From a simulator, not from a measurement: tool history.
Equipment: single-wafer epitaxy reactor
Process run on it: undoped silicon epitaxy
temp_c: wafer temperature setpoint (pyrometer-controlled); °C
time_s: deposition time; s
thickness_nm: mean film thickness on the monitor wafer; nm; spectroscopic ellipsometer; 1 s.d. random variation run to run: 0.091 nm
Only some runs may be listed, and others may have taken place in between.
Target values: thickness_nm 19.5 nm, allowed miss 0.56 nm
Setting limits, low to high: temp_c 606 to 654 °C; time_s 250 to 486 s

{"run": 1, "day": 0.0, "temp_c": 630, "time_s": 368, "thickness_nm": 38.884}
{"run": 2, "day": 0.358, "temp_c": 636, "time_s": 368, "thickness_nm": 45.244}
{"run": 3, "day": 0.671, "temp_c": 636, "time_s": 325, "thickness_nm": 40.411}
{"run": 4, "day": 0.954, "temp_c": 636, "time_s": 367, "thickness_nm": 45.365}
{"run": 5, "day": 1.217, "temp_c": 641, "time_s": 367, "thickness_nm": 51.563}
{"run": 6, "day": 1.367, "temp_c": 641, "time_s": 339, "thickness_nm": 47.814}
{"run": 7, "day": 1.45, "temp_c": 636, "time_s": 338, "thickness_nm": 41.966}
{"run": 8, "day": 1.829, "temp_c": 632, "time_s": 337, "thickness_nm": 37.817}
{"run": 9, "day": 2.075, "temp_c": 628, "time_s": 336, "thickness_nm": 33.873}
{"run": 10, "day": 2.358, "temp_c": 628, "time_s": 336, "thickness_nm": 33.819}
{"run": 11, "day": 2.7, "temp_c": 616, "time_s": 309, "thickness_nm": 22.38}
{"run": 12, "day": 2.867, "temp_c": 615, "time_s": 309, "thickness_nm": 21.936}
{"run": 13, "day": 3.212, "temp_c": 609, "time_s": 307, "thickness_nm": 18.657}

Consider the 4 candidate settings below. Which is the only one whose results all fall within their allowed miss of target?
{"run": "A", "day": 3.558, "temp_c": 607, "time_s": 323, "thickness_nm": "?"}
{"run": "B", "day": 3.558, "temp_c": 611, "time_s": 288, "thickness_nm": "?"}
{"run": "C", "day": 3.558, "temp_c": 606, "time_s": 325, "thickness_nm": "?"}
{"run": "D", "day": 3.558, "temp_c": 612, "time_s": 300, "thickness_nm": "?"}

move=A thickness_nm=18.305
move=B thickness_nm=18.211
move=C thickness_nm=17.917
move=D thickness_nm=19.493
A: lands further from the targets than the last run did
B: lands further from the targets than the last run did
C: lands further from the targets than the last run did
D: every result within its allowed miss
D meets every target.
